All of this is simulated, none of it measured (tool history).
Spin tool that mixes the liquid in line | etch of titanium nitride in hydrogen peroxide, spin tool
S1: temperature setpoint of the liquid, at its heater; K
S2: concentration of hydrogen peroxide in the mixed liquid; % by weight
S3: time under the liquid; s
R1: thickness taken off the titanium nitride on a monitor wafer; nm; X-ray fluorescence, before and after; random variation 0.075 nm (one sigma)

run	hour	S1	S2	S3	R1
1	0	319.15	23.5	180	8.3924
2	3.3	319.15	20	180	8.1041
3	9.5	319.15	22	180	8.2824
4	17.5	319.15	24	180	8.4202
5	22.9	320.15	24	180	9.2223
6	26	320.65	24	180	9.3973
7	30.6	321.15	24	180	9.6742

The next listed run, before its measurement:
8	37.6	321.65	24	180	?

{"run 8": {"R1": 10.226}}

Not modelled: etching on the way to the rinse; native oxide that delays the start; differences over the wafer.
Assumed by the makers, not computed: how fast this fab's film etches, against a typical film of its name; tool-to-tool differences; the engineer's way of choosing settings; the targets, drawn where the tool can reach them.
